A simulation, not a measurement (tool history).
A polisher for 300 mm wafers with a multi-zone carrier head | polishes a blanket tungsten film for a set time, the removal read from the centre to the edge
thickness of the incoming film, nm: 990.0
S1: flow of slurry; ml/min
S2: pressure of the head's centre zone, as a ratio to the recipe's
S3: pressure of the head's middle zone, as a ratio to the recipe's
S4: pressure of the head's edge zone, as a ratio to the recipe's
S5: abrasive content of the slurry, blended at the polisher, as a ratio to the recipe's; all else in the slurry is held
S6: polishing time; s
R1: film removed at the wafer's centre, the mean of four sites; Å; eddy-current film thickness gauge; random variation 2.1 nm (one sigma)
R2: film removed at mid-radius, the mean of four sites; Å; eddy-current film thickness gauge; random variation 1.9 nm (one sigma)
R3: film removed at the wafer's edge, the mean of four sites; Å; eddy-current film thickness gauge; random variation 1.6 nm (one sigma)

run 1 hour=0.0 | S1=240 S2=1.00 S3=1.00 S4=1.00 S5=1.00 S6=69 | R1=3001.8 R2=3088.4 R3=3086.7
run 2 hour=8.9 | S1=240 S2=1.01 S3=0.98 S4=0.98 S5=0.90 S6=64 | R1=2808.5 R2=2748.1 R3=2769.8
run 3 hour=10.5 | S1=240 S2=1.00 S3=0.97 S4=0.96 S5=0.85 S6=60 | R1=2564.6 R2=2529.0 R3=2543.8
run 4 hour=15.5 | S1=240 S2=1.00 S3=0.89 S4=0.96 S5=0.85 S6=60 | R1=2504.5 R2=2330.8 R3=2565.2
run 5 hour=23.6 | S1=240 S2=1.00 S3=0.93 S4=0.96 S5=0.85 S6=60 | R1=2510.4 R2=2416.5 R3=2565.7
run 6 hour=27.3 | S1=240 S2=1.00 S3=0.85 S4=0.96 S5=0.85 S6=60 | R1=2509.4 R2=2211.8 R3=2571.9
run 7 hour=32.7 | S1=240 S2=1.04 S3=0.92 S4=0.86 S5=0.60 S6=41 | R1=1606.4 R2=1508.6 R3=1540.5

The next listed run, before its measurement:
run 8 hour=39.6 | S1=245 S2=1.05 S3=0.93 S4=0.87 S5=0.60 S6=41 | R1=? R2=? R3=?

Run 8 gave R1 1659.4 Å, R2 1538.8 Å, R3 1577.4 Å.
